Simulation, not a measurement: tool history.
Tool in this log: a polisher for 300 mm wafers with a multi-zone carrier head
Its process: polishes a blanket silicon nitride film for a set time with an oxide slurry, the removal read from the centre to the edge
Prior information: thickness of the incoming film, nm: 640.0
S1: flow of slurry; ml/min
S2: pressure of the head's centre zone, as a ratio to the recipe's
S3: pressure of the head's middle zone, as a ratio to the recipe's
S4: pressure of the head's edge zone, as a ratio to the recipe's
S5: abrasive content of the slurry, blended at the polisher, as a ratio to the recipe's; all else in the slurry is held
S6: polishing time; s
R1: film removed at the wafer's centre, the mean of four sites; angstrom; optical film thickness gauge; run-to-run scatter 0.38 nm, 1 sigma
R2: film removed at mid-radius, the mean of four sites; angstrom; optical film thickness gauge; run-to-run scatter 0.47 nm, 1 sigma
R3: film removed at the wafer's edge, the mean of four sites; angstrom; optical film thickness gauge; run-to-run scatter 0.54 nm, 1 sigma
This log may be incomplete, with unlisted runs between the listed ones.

run    day   S1    S2    S3    S4    S5  S6      R1      R2      R3
  1      0  275     1     1     1     1  37  280.32  281.98  281.39
  2  0.288  235     1     1     1     1  37  271.94  284.45  275.59
  3    0.4  235     1     1     1  1.15  37   288.7  291.36  293.52
  4  0.683  230  1.01  1.02  1.01   1.2  38  300.95  312.17   296.6
  5  1.008  240  1.01  1.02  1.02  1.25  39  314.06  324.33  318.67
  6  1.042  240  1.01  1.02  0.95  1.25  39  317.67  319.31   306.5
  7  1.121  250  1.02  1.03  0.97   1.3  40  338.35   337.4  325.62
  8  1.196  265  1.06  1.13  1.07   1.5  47  443.15  458.24  418.71

Run 9 has not been measured yet. What should we expect?
  9  1.354  265  1.06  1.13  1.08  1.5  47   ?   ?   ?

{"run 9": {"R1": 434.71, "R2": 459.17, "R3": 423.51}}
